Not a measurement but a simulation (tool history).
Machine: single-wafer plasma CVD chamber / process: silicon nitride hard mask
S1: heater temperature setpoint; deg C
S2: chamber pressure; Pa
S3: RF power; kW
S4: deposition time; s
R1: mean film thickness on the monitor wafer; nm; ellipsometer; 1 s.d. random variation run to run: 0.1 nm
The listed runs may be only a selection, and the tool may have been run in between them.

| run | hour | S1 | S2 | S3 | S4 | R1 |
|---|---|---|---|---|---|---|
| 1 | 0 | 415 | 147 | 0.285 | 35.1 | 36.312 |
| 2 | 3.1 | 415 | 147 | 0.3 | 35.1 | 37.433 |
| 3 | 11.7 | 415 | 141 | 0.295 | 35 | 36.542 |
| 4 | 13.1 | 415 | 167 | 0.295 | 35 | 38.639 |
| 5 | 18.8 | 415 | 167 | 0.295 | 33.4 | 36.882 |
| 6 | 25.8 | 415 | 167 | 0.33 | 33.4 | 39.199 |
| 7 | 27.8 | 415 | 160 | 0.325 | 33.4 | 38.078 |
| 8 | 30.3 | 415 | 131 | 0.295 | 33.4 | 33.718 |
| 9 | 36.4 | 415 | 105 | 0.28 | 33.4 | 29.812 |
| 10 | 37.6 | 415 | 107 | 0.28 | 33.4 | 29.772 |

What does the tool deliver on the next run?
| 11 | 42.9 | 415 | 108 | 0.28 | 33.4 | ? |

{"run 11": {"R1": 30.232}}
